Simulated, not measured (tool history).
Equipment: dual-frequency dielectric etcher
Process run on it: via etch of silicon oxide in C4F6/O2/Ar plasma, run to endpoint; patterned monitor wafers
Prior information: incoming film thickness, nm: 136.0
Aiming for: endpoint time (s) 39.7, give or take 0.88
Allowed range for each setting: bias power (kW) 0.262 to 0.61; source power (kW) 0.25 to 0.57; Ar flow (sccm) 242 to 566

run 1 hour=0 | bias_power_(kW)=0.436 source_power_(kW)=0.41 Ar_flow_(sccm)=404 | endpoint_time_(s)=34.639
run 2 hour=5.2 | bias_power_(kW)=0.436 source_power_(kW)=0.46 Ar_flow_(sccm)=404 | endpoint_time_(s)=33.412
run 3 hour=7.4 | bias_power_(kW)=0.436 source_power_(kW)=0.46 Ar_flow_(sccm)=438 | endpoint_time_(s)=33.686
run 4 hour=13 | bias_power_(kW)=0.407 source_power_(kW)=0.45 Ar_flow_(sccm)=441 | endpoint_time_(s)=34.941
run 5 hour=21.4 | bias_power_(kW)=0.384 source_power_(kW)=0.44 Ar_flow_(sccm)=443 | endpoint_time_(s)=36.153
run 6 hour=26.6 | bias_power_(kW)=0.368 source_power_(kW)=0.44 Ar_flow_(sccm)=444 | endpoint_time_(s)=36.723
run 7 hour=29.3 | bias_power_(kW)=0.355 source_power_(kW)=0.44 Ar_flow_(sccm)=445 | endpoint_time_(s)=36.945
run 8 hour=37.5 | bias_power_(kW)=0.342 source_power_(kW)=0.44 Ar_flow_(sccm)=446 | endpoint_time_(s)=37.69
run 9 hour=45.9 | bias_power_(kW)=0.333 source_power_(kW)=0.44 Ar_flow_(sccm)=446 | endpoint_time_(s)=38.141
run 10 hour=51 | bias_power_(kW)=0.333 source_power_(kW)=0.44 Ar_flow_(sccm)=446 | endpoint_time_(s)=38.078
run 11 hour=59.7 | bias_power_(kW)=0.326 source_power_(kW)=0.44 Ar_flow_(sccm)=446 | endpoint_time_(s)=38.337
run 12 hour=66.2 | bias_power_(kW)=0.32 source_power_(kW)=0.44 Ar_flow_(sccm)=446 | endpoint_time_(s)=38.777

5 candidate next runs follow, results not yet known. Just one meets every target within its allowed miss. Identify it.
run A hour=72.7 | bias_power_(kW)=0.284 source_power_(kW)=0.49 Ar_flow_(sccm)=290 | endpoint_time_(s)=?
run B hour=72.7 | bias_power_(kW)=0.262 source_power_(kW)=0.43 Ar_flow_(sccm)=430 | endpoint_time_(s)=?
run C hour=72.7 | bias_power_(kW)=0.287 source_power_(kW)=0.38 Ar_flow_(sccm)=468 | endpoint_time_(s)=?
run D hour=72.7 | bias_power_(kW)=0.389 source_power_(kW)=0.35 Ar_flow_(sccm)=401 | endpoint_time_(s)=?
run E hour=72.7 | bias_power_(kW)=0.318 source_power_(kW)=0.39 Ar_flow_(sccm)=408 | endpoint_time_(s)=?

move=A endpoint_time_(s)=37.127
move=B endpoint_time_(s)=42.055
move=C endpoint_time_(s)=42.642
move=D endpoint_time_(s)=38.033
move=E endpoint_time_(s)=39.952
A: misses by more than the last run did
B: moves the result that the last run missed by most past its target, out the other side
C: moves the result that the last run missed by most past its target, out the other side
D: misses by more than the last run did
E: meets every target
The right move is E.
